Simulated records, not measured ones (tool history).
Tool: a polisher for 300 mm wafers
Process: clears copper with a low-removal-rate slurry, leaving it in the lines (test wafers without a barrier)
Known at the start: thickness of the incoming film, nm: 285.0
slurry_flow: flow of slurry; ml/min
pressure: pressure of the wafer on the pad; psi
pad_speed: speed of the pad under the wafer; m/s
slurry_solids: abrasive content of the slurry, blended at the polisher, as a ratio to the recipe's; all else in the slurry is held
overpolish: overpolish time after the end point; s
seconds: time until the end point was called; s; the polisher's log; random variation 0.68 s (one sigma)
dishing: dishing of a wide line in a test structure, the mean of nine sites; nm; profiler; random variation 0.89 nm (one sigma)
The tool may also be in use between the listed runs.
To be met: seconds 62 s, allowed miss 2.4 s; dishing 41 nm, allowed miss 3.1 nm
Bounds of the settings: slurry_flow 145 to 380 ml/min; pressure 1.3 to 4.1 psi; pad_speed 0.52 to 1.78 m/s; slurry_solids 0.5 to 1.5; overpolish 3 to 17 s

Run 1, hour 0: slurry_flow 245 ml/min, pressure 2.7 psi, pad_speed 1.14 m/s, slurry_solids 1, overpolish 9 s. Result: seconds 75.141 s, dishing 24.958 nm.
Run 2, hour 8.8: slurry_flow 245 ml/min, pressure 2.7 psi, pad_speed 1.14 m/s, slurry_solids 1, overpolish 5 s. Result: seconds 75.727 s, dishing 13.976 nm.
Run 3, hour 12.5: slurry_flow 280 ml/min, pressure 2.7 psi, pad_speed 1.14 m/s, slurry_solids 1, overpolish 5 s. Result: seconds 74.679 s, dishing 14.132 nm.
Run 4, hour 18: slurry_flow 280 ml/min, pressure 2.3 psi, pad_speed 1.14 m/s, slurry_solids 1, overpolish 5 s. Result: seconds 85.753 s, dishing 12.989 nm.
Run 5, hour 23.4: slurry_flow 280 ml/min, pressure 2.5 psi, pad_speed 1.16 m/s, slurry_solids 1, overpolish 6 s. Result: seconds 78.884 s, dishing 16.27 nm.
Run 6, hour 24.9: slurry_flow 280 ml/min, pressure 2.5 psi, pad_speed 1.16 m/s, slurry_solids 1, overpolish 3 s. Result: seconds 78.437 s, dishing 8.7148 nm.
Run 7, hour 29.7: slurry_flow 275 ml/min, pressure 3.2 psi, pad_speed 1.16 m/s, slurry_solids 1, overpolish 7 s. Result: seconds 63.436 s, dishing 22.769 nm.
Run 8, hour 31.8: slurry_flow 275 ml/min, pressure 3.2 psi, pad_speed 1.16 m/s, slurry_solids 1, overpolish 8 s. Result: seconds 63.667 s, dishing 25.777 nm.
Run 9, hour 35.4: slurry_flow 275 ml/min, pressure 3.2 psi, pad_speed 1.16 m/s, slurry_solids 1, overpolish 9 s. Result: seconds 62.916 s, dishing 29.126 nm.

5 next moves are on the table. One of them brings every result within its allowed miss. Which?
Run A, hour 39: slurry_flow 245 ml/min, pressure 2.9 psi, pad_speed 1.36 m/s, slurry_solids 0.95, overpolish 16 s. Result: seconds ?, dishing ?.
Run B, hour 39: slurry_flow 350 ml/min, pressure 2.8 psi, pad_speed 1.28 m/s, slurry_solids 0.9, overpolish 11 s. Result: seconds ?, dishing ?.
Run C, hour 39: slurry_flow 335 ml/min, pressure 2.5 psi, pad_speed 1.36 m/s, slurry_solids 1.35, overpolish 13 s. Result: seconds ?, dishing ?.
Run D, hour 39: slurry_flow 245 ml/min, pressure 3.3 psi, pad_speed 1.18 m/s, slurry_solids 0.9, overpolish 7 s. Result: seconds ?, dishing ?.
Run E, hour 39: slurry_flow 270 ml/min, pressure 3.4 psi, pad_speed 1.18 m/s, slurry_solids 0.75, overpolish 7 s. Result: seconds ?, dishing ?.

move  seconds  dishing
   A     60.9   50.185
   B   65.381   34.451
   C   62.568   41.055
   D   63.271   23.782
   E   63.342   23.775
A: takes the result that was furthest off past its target
B: nearer than the last run, and not there yet
C: meets every target
D: further off than the last run
E: further off than the last run
Move C is the one to make.

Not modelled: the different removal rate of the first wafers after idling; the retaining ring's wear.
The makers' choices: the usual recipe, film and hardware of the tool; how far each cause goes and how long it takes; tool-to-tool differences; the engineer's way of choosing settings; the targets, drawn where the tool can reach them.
